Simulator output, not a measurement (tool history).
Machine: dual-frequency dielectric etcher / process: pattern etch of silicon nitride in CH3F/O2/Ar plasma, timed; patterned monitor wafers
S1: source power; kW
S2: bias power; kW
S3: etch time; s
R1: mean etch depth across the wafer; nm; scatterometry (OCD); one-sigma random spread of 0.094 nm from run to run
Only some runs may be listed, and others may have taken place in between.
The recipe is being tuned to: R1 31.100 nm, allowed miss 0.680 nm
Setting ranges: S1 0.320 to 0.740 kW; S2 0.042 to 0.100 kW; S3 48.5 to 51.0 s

run 1 hour=0.0 | S1=0.530 S2=0.071 S3=48.5 | R1=35.979
run 2 hour=3.3 | S1=0.530 S2=0.071 S3=51.0 | R1=37.839
run 3 hour=4.9 | S1=0.490 S2=0.068 S3=51.0 | R1=35.929
run 4 hour=6.5 | S1=0.490 S2=0.075 S3=51.0 | R1=36.835
run 5 hour=8.5 | S1=0.490 S2=0.075 S3=51.0 | R1=36.970
run 6 hour=9.6 | S1=0.490 S2=0.087 S3=51.0 | R1=38.395
run 7 hour=12.9 | S1=0.450 S2=0.084 S3=50.5 | R1=36.223
run 8 hour=18.1 | S1=0.420 S2=0.082 S3=50.5 | R1=34.355
run 9 hour=20.2 | S1=0.320 S2=0.080 S3=50.5 | R1=28.686
run 10 hour=24.2 | S1=0.330 S2=0.080 S3=50.5 | R1=29.460
run 11 hour=25.2 | S1=0.340 S2=0.080 S3=50.5 | R1=29.981

Exercise: of the 4 proposed moves below, exactly one satisfies all targets within the stated allowed misses. Which move is it?
run A hour=26.2 | S1=0.410 S2=0.090 S3=48.5 | R1=?
run B hour=26.2 | S1=0.370 S2=0.085 S3=51.0 | R1=?
run C hour=26.2 | S1=0.340 S2=0.090 S3=51.0 | R1=?
run D hour=26.2 | S1=0.410 S2=0.068 S3=51.0 | R1=?

move=A R1=33.554
move=B R1=32.601
move=C R1=31.430
move=D R1=32.538
A: moves the result that the last run missed by most past its target, out the other side
B: moves the result that the last run missed by most past its target, out the other side
C: all results land within tolerance of their targets
D: moves the result that the last run missed by most past its target, out the other side
So the answer is move C, the one that meets all the targets.

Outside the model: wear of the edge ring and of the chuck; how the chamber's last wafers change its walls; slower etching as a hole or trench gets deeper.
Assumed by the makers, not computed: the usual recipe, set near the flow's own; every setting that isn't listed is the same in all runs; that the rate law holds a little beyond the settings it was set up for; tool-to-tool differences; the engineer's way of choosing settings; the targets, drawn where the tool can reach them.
